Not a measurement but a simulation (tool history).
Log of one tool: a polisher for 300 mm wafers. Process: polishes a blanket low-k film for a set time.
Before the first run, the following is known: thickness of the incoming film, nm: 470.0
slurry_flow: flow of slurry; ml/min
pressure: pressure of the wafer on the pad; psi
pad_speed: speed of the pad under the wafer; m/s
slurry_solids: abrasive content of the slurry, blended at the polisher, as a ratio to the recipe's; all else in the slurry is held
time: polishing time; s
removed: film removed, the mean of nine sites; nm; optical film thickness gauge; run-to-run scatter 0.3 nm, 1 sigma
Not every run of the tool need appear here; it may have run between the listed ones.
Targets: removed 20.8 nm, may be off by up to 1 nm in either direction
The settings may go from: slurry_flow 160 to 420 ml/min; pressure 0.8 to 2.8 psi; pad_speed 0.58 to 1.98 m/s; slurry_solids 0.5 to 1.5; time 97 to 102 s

{"run": 1, "hour": 0.0, "slurry_flow": 270, "pressure": 1.8, "pad_speed": 1.28, "slurry_solids": 1, "time": 97, "removed": 39.804}
{"run": 2, "hour": 3.6, "slurry_flow": 200, "pressure": 1.8, "pad_speed": 1.28, "slurry_solids": 1, "time": 97, "removed": 39.037}
{"run": 3, "hour": 5.3, "slurry_flow": 200, "pressure": 1.8, "pad_speed": 1.06, "slurry_solids": 1, "time": 97, "removed": 33.925}
{"run": 4, "hour": 9.1, "slurry_flow": 200, "pressure": 1.7, "pad_speed": 1.04, "slurry_solids": 1, "time": 97, "removed": 32.021}
{"run": 5, "hour": 17.8, "slurry_flow": 200, "pressure": 1.7, "pad_speed": 1.04, "slurry_solids": 1, "time": 102, "removed": 33.543}
{"run": 6, "hour": 18.5, "slurry_flow": 200, "pressure": 1.7, "pad_speed": 1.22, "slurry_solids": 1, "time": 102, "removed": 37.065}
{"run": 7, "hour": 27.5, "slurry_flow": 200, "pressure": 1.5, "pad_speed": 1.2, "slurry_solids": 1, "time": 102, "removed": 33.323}
{"run": 8, "hour": 35.0, "slurry_flow": 200, "pressure": 1.4, "pad_speed": 1.16, "slurry_solids": 1, "time": 102, "removed": 29.732}
{"run": 9, "hour": 37.7, "slurry_flow": 200, "pressure": 1.3, "pad_speed": 1.16, "slurry_solids": 1, "time": 102, "removed": 27.206}
{"run": 10, "hour": 46.7, "slurry_flow": 200, "pressure": 1.2, "pad_speed": 1.16, "slurry_solids": 1, "time": 102, "removed": 26.11}
{"run": 11, "hour": 54.7, "slurry_flow": 200, "pressure": 1.1, "pad_speed": 1.16, "slurry_solids": 1, "time": 102, "removed": 24.203}

4 candidate next runs follow, results not yet known. Just one meets every target within its allowed miss. Identify it.
{"run": "A", "hour": 62.7, "slurry_flow": 215, "pressure": 0.9, "pad_speed": 1.06, "slurry_solids": 1, "time": 100, "removed": "?"}
{"run": "B", "hour": 62.7, "slurry_flow": 160, "pressure": 1, "pad_speed": 0.92, "slurry_solids": 1.1, "time": 97, "removed": "?"}
{"run": "C", "hour": 62.7, "slurry_flow": 275, "pressure": 0.8, "pad_speed": 1.38, "slurry_solids": 0.85, "time": 102, "removed": "?"}
{"run": "D", "hour": 62.7, "slurry_flow": 200, "pressure": 1, "pad_speed": 1.14, "slurry_solids": 1.05, "time": 97, "removed": "?"}

move=A removed=18.31
move=B removed=18.329
move=C removed=18.256
move=D removed=20.879
A: pushes the last run's worst result past its target
B: pushes the last run's worst result past its target
C: pushes the last run's worst result past its target
D: each result inside its tolerance
Move D is the one to make.
